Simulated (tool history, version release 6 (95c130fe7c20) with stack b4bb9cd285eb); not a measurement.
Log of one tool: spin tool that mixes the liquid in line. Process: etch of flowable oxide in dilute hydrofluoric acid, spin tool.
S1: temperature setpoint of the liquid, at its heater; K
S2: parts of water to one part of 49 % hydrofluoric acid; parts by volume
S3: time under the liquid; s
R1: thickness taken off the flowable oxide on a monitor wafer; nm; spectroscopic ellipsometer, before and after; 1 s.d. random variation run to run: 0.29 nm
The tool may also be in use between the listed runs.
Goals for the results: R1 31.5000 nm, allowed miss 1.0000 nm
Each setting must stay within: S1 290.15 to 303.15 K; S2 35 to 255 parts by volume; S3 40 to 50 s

run 1 hour=0.0 | S1=295.15 S2=145 S3=50 | R1=9.5957
run 2 hour=5.4 | S1=292.15 S2=145 S3=50 | R1=8.5702
run 3 hour=7.7 | S1=293.65 S2=130 S3=50 | R1=10.4350
run 4 hour=16.1 | S1=294.65 S2=120 S3=50 | R1=11.9540
run 5 hour=17.0 | S1=294.65 S2=165 S3=50 | R1=8.2658
run 6 hour=19.6 | S1=295.65 S2=150 S3=50 | R1=9.4811
run 7 hour=23.7 | S1=299.65 S2=95 S3=50 | R1=18.5010
run 8 hour=29.9 | S1=300.15 S2=90 S3=50 | R1=20.2720
run 9 hour=32.0 | S1=300.65 S2=85 S3=50 | R1=22.5990
run 10 hour=35.9 | S1=303.15 S2=55 S3=50 | R1=39.0770
run 11 hour=39.1 | S1=302.65 S2=55 S3=50 | R1=37.9710
run 12 hour=45.4 | S1=302.15 S2=55 S3=50 | R1=38.4600
run 13 hour=48.3 | S1=298.15 S2=60 S3=50 | R1=29.3630

Exactly one of the 5 candidate moves below puts every result within its allowed miss. Which one?
run A hour=51.2 | S1=297.65 S2=60 S3=45 | R1=?
run B hour=51.2 | S1=295.65 S2=60 S3=50 | R1=?
run C hour=51.2 | S1=301.15 S2=70 S3=50 | R1=?
run D hour=51.2 | S1=298.65 S2=60 S3=45 | R1=?
run E hour=51.2 | S1=297.65 S2=55 S3=50 | R1=?

move=A R1=25.6080
move=B R1=26.2130
move=C R1=27.6640
move=D R1=26.6660
move=E R1=31.2470
A: lands further from the targets than the last run did
B: lands further from the targets than the last run did
C: lands further from the targets than the last run did
D: lands further from the targets than the last run did
E: all results in spec
E meets every target.
